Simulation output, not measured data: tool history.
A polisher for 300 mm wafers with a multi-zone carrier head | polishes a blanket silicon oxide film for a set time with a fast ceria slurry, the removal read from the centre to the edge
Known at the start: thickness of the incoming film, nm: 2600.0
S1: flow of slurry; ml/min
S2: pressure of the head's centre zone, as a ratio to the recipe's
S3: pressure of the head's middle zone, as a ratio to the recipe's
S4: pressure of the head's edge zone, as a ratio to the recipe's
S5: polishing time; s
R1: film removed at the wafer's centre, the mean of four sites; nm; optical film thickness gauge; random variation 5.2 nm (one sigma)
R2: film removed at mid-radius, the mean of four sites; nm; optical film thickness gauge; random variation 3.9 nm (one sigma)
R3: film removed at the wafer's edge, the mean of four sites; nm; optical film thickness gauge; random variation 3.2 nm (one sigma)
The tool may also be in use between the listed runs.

run,hour,S1,S2,S3,S4,S5,R1,R2,R3
1,0.0,285,1.00,1.00,1.00,49,768.93,744.34,741.85
2,1.0,285,1.00,1.00,1.06,49,758.98,738.10,755.25
3,8.2,285,1.00,1.00,1.06,41,629.00,622.04,634.93
4,10.0,280,0.98,1.00,1.05,39,598.95,593.23,596.23
5,16.5,275,0.96,1.00,1.06,37,531.20,559.48,579.96
6,25.4,275,0.96,1.00,1.06,44,662.50,658.08,678.00
7,33.0,250,0.86,0.95,0.96,30,395.13,428.79,432.31

Run 8 comes next. What will it give?
8,36.7,255,0.86,0.96,0.96,30,?,?,?

{"run 8": {"R1": 391.69, "R2": 439.18, "R3": 440.73}}
